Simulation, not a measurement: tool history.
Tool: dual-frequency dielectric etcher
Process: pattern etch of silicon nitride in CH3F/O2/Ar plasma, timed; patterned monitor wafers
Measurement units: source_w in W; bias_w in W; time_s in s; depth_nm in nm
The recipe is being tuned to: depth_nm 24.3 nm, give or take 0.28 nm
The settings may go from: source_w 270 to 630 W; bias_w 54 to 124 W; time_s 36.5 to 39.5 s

Run 1, hour 0: source_w 450 W, bias_w 89 W, time_s 39.5 s. Result: depth_nm 25.831 nm.
Run 2, hour 2.3: source_w 450 W, bias_w 97 W, time_s 39.5 s. Result: depth_nm 26.519 nm.
Run 3, hour 9.3: source_w 420 W, bias_w 97 W, time_s 39.5 s. Result: depth_nm 25.979 nm.
Run 4, hour 10.3: source_w 400 W, bias_w 97 W, time_s 39.5 s. Result: depth_nm 25.497 nm.
Run 5, hour 13.9: source_w 400 W, bias_w 97 W, time_s 39.5 s. Result: depth_nm 25.462 nm.
Run 6, hour 16.6: source_w 400 W, bias_w 97 W, time_s 36.5 s. Result: depth_nm 23.575 nm.
Run 7, hour 25.3: source_w 410 W, bias_w 97 W, time_s 36.5 s. Result: depth_nm 23.921 nm.
Run 8, hour 28.7: source_w 420 W, bias_w 97 W, time_s 36.5 s. Result: depth_nm 24.031 nm.

Which one of the following 5 next-run settings gets every result inside its allowed miss? There is exactly one.
Run A, hour 32.1: source_w 370 W, bias_w 96 W, time_s 38.5 s. Result: depth_nm ?.
Run B, hour 32.1: source_w 350 W, bias_w 102 W, time_s 39.5 s. Result: depth_nm ?.
Run C, hour 32.1: source_w 380 W, bias_w 93 W, time_s 38 s. Result: depth_nm ?.
Run D, hour 32.1: source_w 440 W, bias_w 79 W, time_s 38 s. Result: depth_nm ?.
Run E, hour 32.1: source_w 420 W, bias_w 107 W, time_s 36.5 s. Result: depth_nm ?.

move  depth_nm
   A    24.224
   B    24.906
   C     23.87
   D    23.802
   E    24.797
A: meets every target
B: moves the result that the last run missed by most past its target, out the other side
C: the biggest miss grows against the last run
D: the biggest miss grows against the last run
E: moves the result that the last run missed by most past its target, out the other side
A is the move that brings every result within its allowed miss.
